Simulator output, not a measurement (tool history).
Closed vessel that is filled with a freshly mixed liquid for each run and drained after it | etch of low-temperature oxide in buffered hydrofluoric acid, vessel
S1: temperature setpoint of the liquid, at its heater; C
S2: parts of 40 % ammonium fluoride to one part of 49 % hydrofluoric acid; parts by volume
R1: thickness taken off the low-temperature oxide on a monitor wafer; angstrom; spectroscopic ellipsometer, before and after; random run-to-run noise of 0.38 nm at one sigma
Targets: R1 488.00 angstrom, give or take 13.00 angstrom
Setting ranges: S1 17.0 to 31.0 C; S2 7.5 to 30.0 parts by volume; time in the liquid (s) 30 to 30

run 1 hour=0.0 | S1=23.0 S2=22.0 time_in_the_liquid_(s)=30 | R1=386.90
run 2 hour=6.0 | S1=23.0 S2=17.5 time_in_the_liquid_(s)=30 | R1=473.36
run 3 hour=6.8 | S1=23.0 S2=12.0 time_in_the_liquid_(s)=30 | R1=685.49
run 4 hour=9.3 | S1=23.0 S2=9.0 time_in_the_liquid_(s)=30 | R1=878.61
run 5 hour=13.2 | S1=21.0 S2=10.5 time_in_the_liquid_(s)=30 | R1=694.04
run 6 hour=16.1 | S1=21.0 S2=10.5 time_in_the_liquid_(s)=30 | R1=696.70
run 7 hour=21.4 | S1=20.0 S2=11.5 time_in_the_liquid_(s)=30 | R1=603.15
run 8 hour=23.3 | S1=19.0 S2=11.5 time_in_the_liquid_(s)=30 | R1=574.59
run 9 hour=27.8 | S1=17.0 S2=13.5 time_in_the_liquid_(s)=30 | R1=434.41
run 10 hour=35.3 | S1=17.5 S2=13.5 time_in_the_liquid_(s)=30 | R1=449.92

Below are 4 possible settings for the next run. Only one of them brings all results inside the allowed miss of their targets. Which is it?
run A hour=42.8 | S1=17.0 S2=12.5 time_in_the_liquid_(s)=30 | R1=?
run B hour=42.8 | S1=17.0 S2=13.0 time_in_the_liquid_(s)=30 | R1=?
run C hour=42.8 | S1=17.5 S2=13.0 time_in_the_liquid_(s)=30 | R1=?
run D hour=42.8 | S1=19.5 S2=14.0 time_in_the_liquid_(s)=30 | R1=?

move=A R1=468.05
move=B R1=450.40
move=C R1=463.43
move=D R1=482.57
A: nearer than the last run, and not there yet
B: about the same distance from the targets as the last run
C: nearer than the last run, and not there yet
D: meets every target
So the answer is move D, the one that meets all the targets.
